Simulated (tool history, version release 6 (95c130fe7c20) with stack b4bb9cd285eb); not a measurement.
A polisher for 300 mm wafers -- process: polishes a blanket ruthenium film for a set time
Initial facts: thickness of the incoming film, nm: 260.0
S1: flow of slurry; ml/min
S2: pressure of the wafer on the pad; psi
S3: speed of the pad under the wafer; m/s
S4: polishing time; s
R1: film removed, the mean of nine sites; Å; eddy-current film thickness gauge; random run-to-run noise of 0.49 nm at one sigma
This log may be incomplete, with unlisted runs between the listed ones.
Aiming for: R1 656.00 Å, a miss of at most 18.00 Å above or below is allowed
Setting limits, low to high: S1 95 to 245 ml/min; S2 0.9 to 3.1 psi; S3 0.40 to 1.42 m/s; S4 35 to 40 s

| run | hour | S1 | S2 | S3 | S4 | R1 |
|---|---|---|---|---|---|---|
| 1 | 0.0 | 155 | 2.0 | 0.90 | 40 | 479.71 |
| 2 | 5.7 | 160 | 2.1 | 0.90 | 40 | 512.70 |
| 3 | 9.6 | 165 | 2.2 | 0.90 | 40 | 526.84 |
| 4 | 10.2 | 165 | 2.2 | 0.90 | 35 | 462.01 |
| 5 | 14.7 | 165 | 2.3 | 0.90 | 35 | 481.00 |
| 6 | 18.6 | 165 | 2.3 | 0.90 | 40 | 548.08 |
| 7 | 21.7 | 165 | 2.4 | 0.90 | 40 | 583.52 |
| 8 | 28.4 | 165 | 2.5 | 0.90 | 40 | 590.71 |
| 9 | 29.6 | 165 | 2.6 | 0.90 | 40 | 626.94 |

4 next moves are on the table. One of them brings every result within its allowed miss. Which?
| A | 30.8 | 120 | 2.8 | 0.94 | 40 | ? |
| B | 30.8 | 205 | 2.9 | 0.94 | 38 | ? |
| C | 30.8 | 155 | 2.8 | 0.94 | 40 | ? |
| D | 30.8 | 170 | 2.6 | 1.06 | 39 | ? |

| move | R1 |
|---|---|
| A | 662.00 |
| B | 709.90 |
| C | 693.55 |
| D | 717.20 |
A: in spec on every target
B: pushes the last run's worst result past its target
C: pushes the last run's worst result past its target
D: pushes the last run's worst result past its target
Go with A: it meets all targets.

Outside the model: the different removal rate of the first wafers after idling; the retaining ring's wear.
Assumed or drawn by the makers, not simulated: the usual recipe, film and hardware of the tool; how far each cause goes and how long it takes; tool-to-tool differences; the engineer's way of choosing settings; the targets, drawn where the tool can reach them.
